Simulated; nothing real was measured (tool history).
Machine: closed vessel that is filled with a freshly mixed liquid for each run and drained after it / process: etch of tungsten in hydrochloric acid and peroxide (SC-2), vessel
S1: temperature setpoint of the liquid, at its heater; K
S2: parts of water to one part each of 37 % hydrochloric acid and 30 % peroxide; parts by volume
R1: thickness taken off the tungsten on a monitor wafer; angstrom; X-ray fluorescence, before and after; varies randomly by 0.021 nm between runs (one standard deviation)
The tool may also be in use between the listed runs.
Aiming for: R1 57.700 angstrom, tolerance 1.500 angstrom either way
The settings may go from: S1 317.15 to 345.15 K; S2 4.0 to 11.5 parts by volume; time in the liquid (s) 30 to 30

{"run": 1, "hour": 0.0, "S1": 333.15, "S2": 6.5, "time in the liquid (s)": 30, "R1": 108.23}
{"run": 2, "hour": 6.6, "S1": 329.65, "S2": 6.5, "time in the liquid (s)": 30, "R1": 86.215}
{"run": 3, "hour": 11.2, "S1": 327.65, "S2": 6.5, "time in the liquid (s)": 30, "R1": 76.786}
{"run": 4, "hour": 19.4, "S1": 322.65, "S2": 6.5, "time in the liquid (s)": 30, "R1": 54.889}
{"run": 5, "hour": 24.8, "S1": 318.15, "S2": 6.5, "time in the liquid (s)": 30, "R1": 40.398}
{"run": 6, "hour": 28.1, "S1": 318.15, "S2": 5.0, "time in the liquid (s)": 30, "R1": 49.112}
{"run": 7, "hour": 35.4, "S1": 319.15, "S2": 5.0, "time in the liquid (s)": 30, "R1": 52.752}
{"run": 8, "hour": 41.3, "S1": 319.65, "S2": 5.0, "time in the liquid (s)": 30, "R1": 54.627}
{"run": 9, "hour": 42.1, "S1": 320.15, "S2": 5.0, "time in the liquid (s)": 30, "R1": 55.965}

Consider the 5 candidate settings below. Which is the only one whose results all fall within their allowed miss of target?
{"run": "A", "hour": 42.9, "S1": 318.15, "S2": 4.5, "time in the liquid (s)": 30, "R1": "?"}
{"run": "B", "hour": 42.9, "S1": 319.65, "S2": 5.0, "time in the liquid (s)": 30, "R1": "?"}
{"run": "C", "hour": 42.9, "S1": 318.65, "S2": 4.5, "time in the liquid (s)": 30, "R1": "?"}
{"run": "D", "hour": 42.9, "S1": 320.65, "S2": 5.5, "time in the liquid (s)": 30, "R1": "?"}
{"run": "E", "hour": 42.9, "S1": 320.65, "S2": 5.0, "time in the liquid (s)": 30, "R1": "?"}

move=A R1=52.719
move=B R1=54.248
move=C R1=54.561
move=D R1=54.191
move=E R1=58.062
A: its largest miss is bigger than the last run's
B: its largest miss is bigger than the last run's
C: its largest miss is bigger than the last run's
D: its largest miss is bigger than the last run's
E: all results land within tolerance of their targets
The move that meets every target is E.
